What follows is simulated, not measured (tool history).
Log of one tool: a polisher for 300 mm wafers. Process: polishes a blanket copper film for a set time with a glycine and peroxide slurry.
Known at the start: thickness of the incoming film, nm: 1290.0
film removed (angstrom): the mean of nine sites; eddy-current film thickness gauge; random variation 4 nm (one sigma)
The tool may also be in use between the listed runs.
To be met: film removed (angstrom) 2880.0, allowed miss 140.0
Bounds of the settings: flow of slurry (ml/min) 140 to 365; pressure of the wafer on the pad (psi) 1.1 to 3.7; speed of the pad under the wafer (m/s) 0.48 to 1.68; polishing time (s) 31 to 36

| run | day | flow of slurry (ml/min) | pressure of the wafer on the pad (psi) | speed of the pad under the wafer (m/s) | polishing time (s) | film removed (angstrom) |
|---|---|---|---|---|---|---|
| 1 | 0.000 | 235 | 2.4 | 1.08 | 36 | 2173.0 |
| 2 | 0.250 | 235 | 2.4 | 1.24 | 36 | 2433.1 |
| 3 | 0.554 | 235 | 1.8 | 1.24 | 36 | 1955.0 |
| 4 | 0.746 | 235 | 1.5 | 1.24 | 36 | 1708.3 |
| 5 | 0.779 | 235 | 1.9 | 1.26 | 36 | 2076.4 |
| 6 | 1.029 | 235 | 2.1 | 1.28 | 36 | 2247.1 |
|  | 1.133 | head pressure recalibrated |
| 7 | 1.133 | 235 | 2.3 | 1.30 | 36 | 2313.5 |
| 8 | 1.162 | 235 | 2.5 | 1.32 | 36 | 2498.0 |
| 9 | 1.396 | 235 | 2.6 | 1.34 | 36 | 2619.1 |

5 next moves are on the table. One of them brings every result within its allowed miss. Which?
| A | 1.629 | 235 | 3.2 | 1.42 | 36 | ? |
| B | 1.629 | 250 | 2.1 | 1.50 | 35 | ? |
| C | 1.629 | 335 | 3.6 | 1.04 | 36 | ? |
| D | 1.629 | 240 | 2.4 | 1.36 | 35 | ? |
| E | 1.629 | 230 | 2.4 | 1.42 | 34 | ? |

| move | film removed (angstrom) |
|---|---|
| A | 3273.2 |
| B | 2392.3 |
| C | 2853.2 |
| D | 2433.1 |
| E | 2438.8 |
A: takes the result that was furthest off past its target
B: further off than the last run
C: meets every target
D: further off than the last run
E: further off than the last run
Move C is the one to make.
